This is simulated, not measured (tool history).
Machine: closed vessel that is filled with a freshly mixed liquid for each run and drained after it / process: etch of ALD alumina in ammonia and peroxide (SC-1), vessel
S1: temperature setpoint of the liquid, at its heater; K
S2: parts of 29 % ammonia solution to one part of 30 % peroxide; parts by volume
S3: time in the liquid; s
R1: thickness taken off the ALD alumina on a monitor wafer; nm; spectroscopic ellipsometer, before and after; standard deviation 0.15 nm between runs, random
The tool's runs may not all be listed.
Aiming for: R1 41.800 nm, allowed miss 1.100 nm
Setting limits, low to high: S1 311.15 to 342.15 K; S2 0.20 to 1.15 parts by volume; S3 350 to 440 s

| run | hour | S1 | S2 | S3 | R1 |
|---|---|---|---|---|---|
| 1 | 0.0 | 326.15 | 0.65 | 440 | 27.030 |
| 2 | 4.4 | 326.15 | 0.55 | 440 | 26.670 |
| 3 | 7.0 | 328.65 | 0.55 | 440 | 30.186 |
| 4 | 14.0 | 328.65 | 0.55 | 350 | 24.177 |
| 5 | 16.0 | 331.65 | 0.55 | 350 | 28.520 |
| 6 | 20.4 | 334.15 | 0.55 | 350 | 32.128 |
| 7 | 28.2 | 334.15 | 0.55 | 350 | 32.174 |
| 8 | 35.7 | 335.65 | 0.55 | 350 | 34.813 |
| 9 | 40.2 | 336.65 | 0.55 | 350 | 36.460 |
| 10 | 49.5 | 337.65 | 0.55 | 350 | 38.381 |
| 11 | 52.4 | 338.15 | 0.55 | 350 | 39.266 |
| 12 | 57.2 | 338.65 | 0.55 | 350 | 40.393 |

Pick the move, out of 5, that brings all results within their allowed miss; only one does.
| A | 62.0 | 336.65 | 0.75 | 410 | ? |
| B | 62.0 | 336.15 | 0.45 | 420 | ? |
| C | 62.0 | 335.15 | 0.60 | 395 | ? |
| D | 62.0 | 336.15 | 0.65 | 435 | ? |
| E | 62.0 | 341.65 | 0.30 | 360 | ? |

| move | R1 |
|---|---|
| A | 44.261 |
| B | 42.131 |
| C | 38.711 |
| D | 45.180 |
| E | 45.608 |
A: the result that was furthest off in the last run now lies on the other side of its target
B: each result inside its tolerance
C: misses by more than the last run did
D: the result that was furthest off in the last run now lies on the other side of its target
E: the result that was furthest off in the last run now lies on the other side of its target
B meets every target.
